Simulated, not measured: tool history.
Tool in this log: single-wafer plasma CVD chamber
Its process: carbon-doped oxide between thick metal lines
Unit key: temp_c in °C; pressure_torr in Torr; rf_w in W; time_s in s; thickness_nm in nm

Run 1, hour 0: temp_c 355 °C, pressure_torr 5.52 Torr, rf_w 660 W, time_s 282 s. Result: thickness_nm 1739.7 nm.
Run 2, hour 1.3: temp_c 355 °C, pressure_torr 5.95 Torr, rf_w 660 W, time_s 282 s. Result: thickness_nm 1762 nm.
Run 3, hour 3.8: temp_c 355 °C, pressure_torr 5.95 Torr, rf_w 660 W, time_s 290 s. Result: thickness_nm 1817.6 nm.
Run 4, hour 11: temp_c 355 °C, pressure_torr 5.95 Torr, rf_w 595 W, time_s 290 s. Result: thickness_nm 1684.4 nm.
Run 5, hour 11.8: temp_c 355 °C, pressure_torr 5.95 Torr, rf_w 595 W, time_s 290 s. Result: thickness_nm 1667.9 nm.
Run 6, hour 15: temp_c 356 °C, pressure_torr 5.84 Torr, rf_w 590 W, time_s 290 s. Result: thickness_nm 1678.1 nm.
Run 7, hour 21.2: temp_c 356 °C, pressure_torr 5.83 Torr, rf_w 580 W, time_s 290 s. Result: thickness_nm 1649.1 nm.
Run 8, hour 27.7: temp_c 356 °C, pressure_torr 5.76 Torr, rf_w 575 W, time_s 290 s. Result: thickness_nm 1651.2 nm.
Run 9, hour 32.6: temp_c 356 °C, pressure_torr 5.76 Torr, rf_w 565 W, time_s 290 s. Result: thickness_nm 1617.5 nm.
Run 10, hour 33.6: temp_c 356 °C, pressure_torr 5.76 Torr, rf_w 565 W, time_s 290 s. Result: thickness_nm 1625.6 nm.

Run 11 is up next; what results do you expect?
Run 11, hour 34.8: temp_c 356 °C, pressure_torr 5.74 Torr, rf_w 560 W, time_s 290 s. Result: thickness_nm ?.

thickness_nm: 1614.5 nm

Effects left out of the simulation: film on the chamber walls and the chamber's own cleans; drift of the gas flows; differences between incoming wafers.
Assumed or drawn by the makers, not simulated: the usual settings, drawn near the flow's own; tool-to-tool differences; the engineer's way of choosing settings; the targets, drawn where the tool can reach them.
